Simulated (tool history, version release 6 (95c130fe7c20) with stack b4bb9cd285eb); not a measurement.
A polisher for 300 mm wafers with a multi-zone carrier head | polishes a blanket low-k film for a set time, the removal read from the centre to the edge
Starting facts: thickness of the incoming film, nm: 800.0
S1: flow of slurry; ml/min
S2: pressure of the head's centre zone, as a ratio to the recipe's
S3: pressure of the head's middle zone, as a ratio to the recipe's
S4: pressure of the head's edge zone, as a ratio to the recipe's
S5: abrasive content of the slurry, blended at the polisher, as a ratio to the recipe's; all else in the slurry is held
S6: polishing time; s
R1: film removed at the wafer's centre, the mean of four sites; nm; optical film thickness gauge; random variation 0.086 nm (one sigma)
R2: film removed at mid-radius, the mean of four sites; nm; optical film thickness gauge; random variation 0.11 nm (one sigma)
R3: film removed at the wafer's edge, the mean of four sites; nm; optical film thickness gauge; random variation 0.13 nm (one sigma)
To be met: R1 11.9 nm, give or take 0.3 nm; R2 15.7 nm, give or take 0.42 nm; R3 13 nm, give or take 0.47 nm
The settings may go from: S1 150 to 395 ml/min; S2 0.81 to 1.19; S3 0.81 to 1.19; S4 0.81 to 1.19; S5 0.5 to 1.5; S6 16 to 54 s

run  hour   S1    S2    S3    S4    S5  S6      R1      R2      R3
  1     0  250     1     1     1     1  35  8.4881   8.788  8.3387
  2   3.9  250     1     1     1   0.8  35  7.9467   7.947  7.7325
  3  11.8  255     1  1.03  1.02   0.9  36  8.6176  8.8387  8.4513
  4  14.9  255     1  1.03  1.02   0.9  29  6.8273  7.1049  6.7363
  5    17  260  0.99  1.05  1.03     1  31  7.6008  8.0875  7.6074
  6  20.6  260  0.99  1.05  1.03     1  23  5.5747  6.0796  5.5201
  7  22.2  330  0.89  1.15  1.01  1.25  33  8.0549  10.326  8.8135
  8  28.2  325  0.89  1.15  1.01   1.3  34  8.4161  10.796  9.2781
  9  36.9  325  0.89  1.16     1  1.35  35  8.9189  11.319  9.6023
 10  45.8  335  0.89  1.16     1  1.35  36  9.1301  11.602  10.081
     52.2  -- worn pad replaced by a new one
 11  52.2  325  0.88  1.16  0.98  1.35  37  10.022  13.049  10.944
 12  57.4  255  0.81  1.06  0.88   1.5  37  9.3264  12.399  10.658
 13  59.4  325  0.91  1.16  0.98   1.5  41  11.944  15.116  12.689
 14  62.9  330  0.89  1.17  0.98   1.5  41  11.789  15.172  12.524

Of the 4 settings listed for the next run, only one would bring every result within its allowed miss of target. Which one?
  A  66.4  385  0.87  1.08  0.96   1.5  42   ?   ?   ?
  B  66.4  335  0.85  1.12  1.03   1.5  44   ?   ?   ?
  C  66.4  345  0.88  1.17  0.97  1.45  42   ?   ?   ?
  D  66.4  325  0.85  1.12  1.04  1.45  44   ?   ?   ?

move      R1      R2      R3
   A  11.907  14.717  12.963
   B  12.031   15.72  13.846
   C    11.8  15.447  12.768
   D  11.861  15.502  13.719
A: the biggest miss grows against the last run
B: corrects the largest miss of the last run, while another result sits out of spec
C: every result lands within tolerance
D: corrects the largest miss of the last run, while another result sits out of spec
Answer: C
